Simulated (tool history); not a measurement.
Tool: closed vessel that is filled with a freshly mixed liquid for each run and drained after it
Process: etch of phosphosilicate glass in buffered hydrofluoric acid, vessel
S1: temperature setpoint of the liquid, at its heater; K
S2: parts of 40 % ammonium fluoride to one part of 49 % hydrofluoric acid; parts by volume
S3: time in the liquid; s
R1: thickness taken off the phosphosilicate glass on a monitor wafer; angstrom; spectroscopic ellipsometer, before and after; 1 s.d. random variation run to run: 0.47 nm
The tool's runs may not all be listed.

run 1 hour=0.0 | S1=294.15 S2=15.5 S3=35 | R1=1329.60
run 2 hour=1.1 | S1=294.15 S2=15.5 S3=35 | R1=1330.30
run 3 hour=4.9 | S1=293.15 S2=17.0 S3=35 | R1=1145.20
run 4 hour=11.3 | S1=292.65 S2=18.0 S3=35 | R1=1054.40
run 5 hour=19.0 | S1=292.15 S2=19.0 S3=35 | R1=981.54
run 6 hour=23.4 | S1=292.15 S2=16.0 S3=35 | R1=1145.80
run 7 hour=31.4 | S1=290.15 S2=21.0 S3=35 | R1=783.63
run 8 hour=34.5 | S1=290.15 S2=21.5 S3=35 | R1=769.79

Estimate the outcome of run 9 from the log above:
run 9 hour=40.9 | S1=290.15 S2=22.0 S3=35 | R1=?

For run 9 the tool returned R1 755.61 angstrom.
